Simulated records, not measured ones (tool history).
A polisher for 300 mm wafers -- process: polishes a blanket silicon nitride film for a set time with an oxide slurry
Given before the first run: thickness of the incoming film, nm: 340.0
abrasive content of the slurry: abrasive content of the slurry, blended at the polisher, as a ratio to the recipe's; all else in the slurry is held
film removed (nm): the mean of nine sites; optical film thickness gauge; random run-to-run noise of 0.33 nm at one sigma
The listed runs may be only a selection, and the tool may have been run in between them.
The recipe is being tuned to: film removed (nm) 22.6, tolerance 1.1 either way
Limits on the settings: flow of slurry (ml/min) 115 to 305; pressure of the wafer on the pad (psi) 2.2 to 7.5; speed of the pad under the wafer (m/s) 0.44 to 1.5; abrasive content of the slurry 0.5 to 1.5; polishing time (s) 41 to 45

run,hour,flow of slurry (ml/min),pressure of the wafer on the pad (psi),speed of the pad under the wafer (m/s),abrasive content of the slurry,polishing time (s),film removed (nm)
1,0,195,4.8,0.96,1,45,36.358
2,1.3,195,4.8,0.96,0.9,45,34.902
3,9.9,195,4.8,0.96,0.9,45,36.179
4,18.3,195,4.8,0.96,1.05,45,38.107
5,23,195,4.1,0.94,1.05,45,31.931
6,27.8,195,4.1,0.8,1.05,45,29.004
7,36,195,3.8,0.8,1.05,45,26.863
8,42.3,195,3,0.78,1.05,45,21.292

Exactly one of the 4 candidate moves below puts every result within its allowed miss. Which one?
A,48.6,185,3,0.68,1.05,45,?
B,48.6,245,2.8,0.9,0.8,45,?
C,48.6,215,3.4,0.88,1,44,?
D,48.6,185,3.1,0.84,1.1,43,?

move,film removed (nm)
A,19.693
B,19.612
C,25.594
D,22.834
A: further off than the last run
B: further off than the last run
C: takes the biggest miss from the last run beyond its target
D: all results in spec
D meets every target.
